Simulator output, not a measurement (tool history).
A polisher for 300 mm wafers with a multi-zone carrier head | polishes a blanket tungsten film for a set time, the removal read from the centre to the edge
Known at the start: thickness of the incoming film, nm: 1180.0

| run | hour | flow of slurry (ml/min) | pressure of the head's centre zone | pressure of the head's middle zone | pressure of the head's edge zone | abrasive content of the slurry | polishing time (s) | film removed at the wafer's centre (nm) | film removed at mid-radius (nm) | film removed at the wafer's edge (nm) |
|---|---|---|---|---|---|---|---|---|---|---|
| 1 | 0 | 265 | 1 | 1 | 1 | 1 | 61 | 469.99 | 463.89 | 461.58 |
| 2 | 2.3 | 265 | 0.93 | 1 | 1 | 1 | 61 | 435.88 | 473.78 | 456.8 |
| 3 | 3.3 | 260 | 0.93 | 0.95 | 0.99 | 0.85 | 59 | 399.05 | 413.13 | 422.08 |
| 4 | 5.2 | 255 | 0.93 | 0.92 | 0.96 | 0.75 | 58 | 370.3 | 367.31 | 390.02 |
| 5 | 7.1 | 255 | 0.93 | 0.92 | 0.96 | 0.75 | 68 | 432.44 | 428.81 | 445.3 |
| 6 | 8 | 305 | 0.93 | 0.92 | 0.96 | 0.75 | 68 | 440.32 | 446.48 | 463.26 |
| 7 | 16.6 | 285 | 0.92 | 0.89 | 0.92 | 0.7 | 67 | 411.8 | 412.27 | 437.64 |

Run 8 comes next. What will it give?
| 8 | 18.4 | 265 | 0.93 | 0.87 | 0.89 | 0.65 | 66 | ? | ? | ? |

{"run 8": {"film removed at the wafer's centre (nm)": 397.85, "film removed at mid-radius (nm)": 378.4, "film removed at the wafer's edge (nm)": 405.55}}
